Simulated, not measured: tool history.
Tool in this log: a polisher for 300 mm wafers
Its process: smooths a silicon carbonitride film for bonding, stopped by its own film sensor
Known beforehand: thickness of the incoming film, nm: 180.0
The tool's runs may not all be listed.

run,hour,flow of slurry (ml/min),pressure of the wafer on the pad (psi),speed of the pad under the wafer (m/s),abrasive content of the slurry,target thickness at which the film sensor stops the polish (angstrom),time until the film sensor stopped the polish (s)
1,0,145,1.7,1,1,1640,87.866
2,0.7,145,1.7,1,1,1640,89.19
3,6.1,150,1.8,1,1,1640,85.42
4,10.9,170,1.8,1,1,1640,82.638
5,15,170,1.9,1,1,1640,81.524
6,21.3,155,1.9,1,1,1640,83.171
7,29.1,160,2.1,1.02,1,1640,74.936
8,37.7,160,2.2,1.02,1,1640,71.784
9,45.1,160,2.3,1.02,1,1640,69.608

Predict the results of run 10:
10,46.8,160,2.4,1.02,1,1640,?

For run 10 the tool returned time until the film sensor stopped the polish (s) 67.554.

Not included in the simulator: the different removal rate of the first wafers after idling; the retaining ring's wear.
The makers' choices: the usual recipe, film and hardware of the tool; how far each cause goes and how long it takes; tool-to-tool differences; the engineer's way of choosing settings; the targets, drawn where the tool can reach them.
